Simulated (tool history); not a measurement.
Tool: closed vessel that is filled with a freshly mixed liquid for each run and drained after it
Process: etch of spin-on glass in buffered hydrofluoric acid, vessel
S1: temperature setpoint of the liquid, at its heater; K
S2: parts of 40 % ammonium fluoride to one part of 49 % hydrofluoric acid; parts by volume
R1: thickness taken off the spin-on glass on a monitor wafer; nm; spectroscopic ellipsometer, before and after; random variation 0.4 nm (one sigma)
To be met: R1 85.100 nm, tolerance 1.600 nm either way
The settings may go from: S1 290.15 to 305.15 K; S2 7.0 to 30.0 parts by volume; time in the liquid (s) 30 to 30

run 1 hour=0.0 | S1=298.15 S2=20.0 time_in_the_liquid_(s)=30 | R1=41.819
run 2 hour=7.0 | S1=298.15 S2=20.0 time_in_the_liquid_(s)=30 | R1=41.417
run 3 hour=11.9 | S1=299.65 S2=18.0 time_in_the_liquid_(s)=30 | R1=50.010
run 4 hour=13.5 | S1=300.65 S2=18.0 time_in_the_liquid_(s)=30 | R1=52.988
run 5 hour=21.5 | S1=300.65 S2=18.0 time_in_the_liquid_(s)=30 | R1=52.634
run 6 hour=24.7 | S1=300.65 S2=12.5 time_in_the_liquid_(s)=30 | R1=75.376
run 7 hour=29.6 | S1=301.15 S2=12.5 time_in_the_liquid_(s)=30 | R1=77.922
run 8 hour=35.4 | S1=301.65 S2=12.5 time_in_the_liquid_(s)=30 | R1=79.814
run 9 hour=40.5 | S1=302.15 S2=12.5 time_in_the_liquid_(s)=30 | R1=82.185

4 candidate next runs follow, results not yet known. Just one meets every target within its allowed miss. Identify it.
run A hour=45.6 | S1=300.65 S2=11.0 time_in_the_liquid_(s)=30 | R1=?
run B hour=45.6 | S1=299.15 S2=11.0 time_in_the_liquid_(s)=30 | R1=?
run C hour=45.6 | S1=301.65 S2=12.5 time_in_the_liquid_(s)=30 | R1=?
run D hour=45.6 | S1=303.65 S2=12.5 time_in_the_liquid_(s)=30 | R1=?

move=A R1=85.731
move=B R1=79.112
move=C R1=79.810
move=D R1=88.677
A: all results in spec
B: further off than the last run
C: further off than the last run
D: takes the biggest miss from the last run beyond its target
The right move is A.

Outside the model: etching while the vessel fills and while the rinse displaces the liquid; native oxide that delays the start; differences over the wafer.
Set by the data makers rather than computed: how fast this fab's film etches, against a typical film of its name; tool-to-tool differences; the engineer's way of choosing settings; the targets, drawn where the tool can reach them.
